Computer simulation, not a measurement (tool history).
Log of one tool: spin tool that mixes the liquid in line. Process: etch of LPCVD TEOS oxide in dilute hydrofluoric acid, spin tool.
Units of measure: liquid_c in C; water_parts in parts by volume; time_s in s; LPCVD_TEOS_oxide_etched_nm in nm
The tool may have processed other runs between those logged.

run,hour,liquid_c,water_parts,time_s,LPCVD_TEOS_oxide_etched_nm
1,0.0,21.0,225,80,17.554
2,4.9,21.0,225,80,17.241
3,5.9,21.0,225,85,18.637
4,11.8,20.0,240,85,16.554
5,18.6,20.0,240,85,16.493
6,19.5,20.0,240,80,15.623
7,24.2,19.5,255,80,14.084
8,26.3,19.0,265,80,13.150
9,30.4,18.5,270,80,12.591
10,33.3,18.0,275,80,12.159
11,34.6,18.0,280,80,11.851
12,38.7,18.0,285,80,11.685
13,47.5,18.0,290,80,11.553

Run 14 has not been measured yet. What should we expect?
14,49.8,18.0,295,80,?

LPCVD_TEOS_oxide_etched_nm: 11.170 nm
